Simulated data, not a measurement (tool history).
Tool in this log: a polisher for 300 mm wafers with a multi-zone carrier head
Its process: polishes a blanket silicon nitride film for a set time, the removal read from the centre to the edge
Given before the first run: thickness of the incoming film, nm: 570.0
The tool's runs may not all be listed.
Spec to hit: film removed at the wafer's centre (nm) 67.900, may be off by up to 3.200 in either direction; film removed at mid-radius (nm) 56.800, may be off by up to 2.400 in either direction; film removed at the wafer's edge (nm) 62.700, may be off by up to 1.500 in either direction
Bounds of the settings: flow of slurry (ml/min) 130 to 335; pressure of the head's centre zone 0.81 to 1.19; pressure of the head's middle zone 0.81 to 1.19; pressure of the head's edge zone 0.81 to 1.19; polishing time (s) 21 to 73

run	hour	flow of slurry (ml/min)	pressure of the head's centre zone	pressure of the head's middle zone	pressure of the head's edge zone	polishing time (s)	film removed at the wafer's centre (nm)	film removed at mid-radius (nm)	film removed at the wafer's edge (nm)
1	0.0	215	1.00	1.00	1.00	47	107.810	103.980	103.580
2	5.7	215	1.00	1.00	1.00	56	129.540	124.560	123.260
3	7.8	215	1.04	1.00	1.00	56	132.630	124.620	123.870
4	15.7	205	1.03	0.95	0.97	47	109.060	99.418	100.890
5	16.7	205	1.03	0.95	0.91	47	110.740	99.493	99.305
6	24.1	205	1.03	0.95	0.96	47	108.570	100.580	101.950
7	31.7	205	1.05	0.91	0.95	40	94.935	81.067	85.864
8	36.5	200	1.04	0.89	0.94	36	83.511	71.603	77.174
9	42.3	195	1.03	0.87	0.92	34	77.590	65.804	72.594
10	50.4	190	1.03	0.86	0.90	33	77.302	63.584	68.510
11	58.6	180	1.01	0.85	0.89	33	75.472	61.864	68.009
12	59.7	175	0.98	0.84	0.88	33	73.874	60.969	68.387
13	61.2	170	0.97	0.84	0.86	32	67.857	59.442	65.208
14	66.7	165	0.97	0.83	0.85	32	67.103	59.077	64.759
15	73.3	160	0.98	0.82	0.85	32	70.244	57.523	63.329

Pick the move, out of 4, that brings all results within their allowed miss; only one does.
A	79.9	155	1.02	0.85	0.90	32	?	?	?
B	79.9	150	1.00	0.88	0.81	33	?	?	?
C	79.9	130	1.13	0.90	0.85	31	?	?	?
D	79.9	165	1.00	0.83	0.84	31	?	?	?

move	film removed at the wafer's centre (nm)	film removed at mid-radius (nm)	film removed at the wafer's edge (nm)
A	73.300	59.889	65.257
B	73.750	63.290	63.969
C	76.635	59.343	60.494
D	70.234	57.369	61.659
A: lands further from the targets than the last run did
B: lands further from the targets than the last run did
C: lands further from the targets than the last run did
D: every result lands within tolerance
The right move is D.

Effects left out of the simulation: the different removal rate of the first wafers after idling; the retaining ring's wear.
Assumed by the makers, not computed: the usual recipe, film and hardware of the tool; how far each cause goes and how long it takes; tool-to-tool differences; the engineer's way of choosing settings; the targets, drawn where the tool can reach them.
